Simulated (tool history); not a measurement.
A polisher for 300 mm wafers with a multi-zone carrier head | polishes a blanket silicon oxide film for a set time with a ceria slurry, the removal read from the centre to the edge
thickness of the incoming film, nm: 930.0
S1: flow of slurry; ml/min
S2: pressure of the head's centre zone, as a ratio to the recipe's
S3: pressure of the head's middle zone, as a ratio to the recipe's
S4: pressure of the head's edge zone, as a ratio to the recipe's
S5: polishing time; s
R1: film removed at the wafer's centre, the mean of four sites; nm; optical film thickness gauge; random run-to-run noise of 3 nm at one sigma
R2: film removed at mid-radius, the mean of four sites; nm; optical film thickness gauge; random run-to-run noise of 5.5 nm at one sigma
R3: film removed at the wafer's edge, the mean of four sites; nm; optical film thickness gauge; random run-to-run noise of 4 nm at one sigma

run    day   S1    S2    S3    S4  S5      R1      R2      R3
  1  0.000  280  1.00  1.00  1.00  51  353.79  353.00  350.33
  2  0.338  220  1.00  1.00  1.00  51  349.49  339.68  351.91
  3  0.708  220  0.95  1.00  1.00  51  333.93  345.01  355.26
  4  0.917  220  0.95  1.06  1.00  51  326.81  356.02  347.10
  5  1.242  230  0.96  1.08  1.01  52  344.47  366.80  348.92
  6  1.296  235  0.95  1.09  1.02  54  351.73  390.30  366.63
  7  1.400  245  0.95  1.10  1.04  55  359.84  406.28  380.07
  8  1.654  255  0.96  1.11  1.06  55  363.91  410.18  388.93
  9  1.733  265  0.97  1.12  1.07  55  369.32  420.24  382.82
 10  1.979  275  0.98  1.12  1.09  55  370.93  418.68  394.90
 11  2.292  285  0.99  1.13  1.10  55  379.93  410.69  393.75

Predict the results of run 12:
 12  2.650  290  0.99  1.14  1.10  56   ?   ?   ?

R1: 384.32 nm
R2: 422.40 nm
R3: 403.28 nm
